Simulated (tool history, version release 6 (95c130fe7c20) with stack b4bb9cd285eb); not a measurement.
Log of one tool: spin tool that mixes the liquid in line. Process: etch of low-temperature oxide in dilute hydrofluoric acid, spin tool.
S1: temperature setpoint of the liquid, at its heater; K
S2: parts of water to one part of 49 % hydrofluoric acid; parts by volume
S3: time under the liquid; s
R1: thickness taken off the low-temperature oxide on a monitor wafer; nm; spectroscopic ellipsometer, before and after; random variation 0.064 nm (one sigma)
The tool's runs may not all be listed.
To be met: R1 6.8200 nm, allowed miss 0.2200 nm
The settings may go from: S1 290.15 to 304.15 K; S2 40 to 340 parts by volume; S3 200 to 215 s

run 1 hour=0.0 | S1=296.15 S2=190 S3=200 | R1=10.9470
run 2 hour=4.8 | S1=294.65 S2=190 S3=200 | R1=10.4330
run 3 hour=11.5 | S1=294.65 S2=255 S3=200 | R1=7.3625
run 4 hour=13.9 | S1=294.65 S2=195 S3=200 | R1=10.2280
run 5 hour=20.3 | S1=297.65 S2=195 S3=200 | R1=11.3520
run 6 hour=28.3 | S1=295.65 S2=210 S3=200 | R1=9.5315
run 7 hour=35.3 | S1=294.15 S2=220 S3=200 | R1=8.4966
run 8 hour=43.2 | S1=293.15 S2=225 S3=200 | R1=8.0219
run 9 hour=49.6 | S1=292.15 S2=230 S3=200 | R1=7.5068
run 10 hour=54.2 | S1=292.15 S2=230 S3=200 | R1=7.4935
run 11 hour=58.0 | S1=291.65 S2=230 S3=200 | R1=7.2432

5 next moves are on the table. One of them brings every result within its allowed miss. Which?
run A hour=61.8 | S1=293.65 S2=255 S3=215 | R1=?
run B hour=61.8 | S1=290.15 S2=220 S3=200 | R1=?
run C hour=61.8 | S1=291.65 S2=235 S3=200 | R1=?
run D hour=61.8 | S1=292.65 S2=250 S3=200 | R1=?
run E hour=61.8 | S1=292.15 S2=235 S3=205 | R1=?

move=A R1=7.5690
move=B R1=7.3695
move=C R1=7.2158
move=D R1=6.9499
move=E R1=7.5395
A: further off than the last run
B: further off than the last run
C: nearer than the last run, and not there yet
D: meets every target
E: further off than the last run
Answer: D
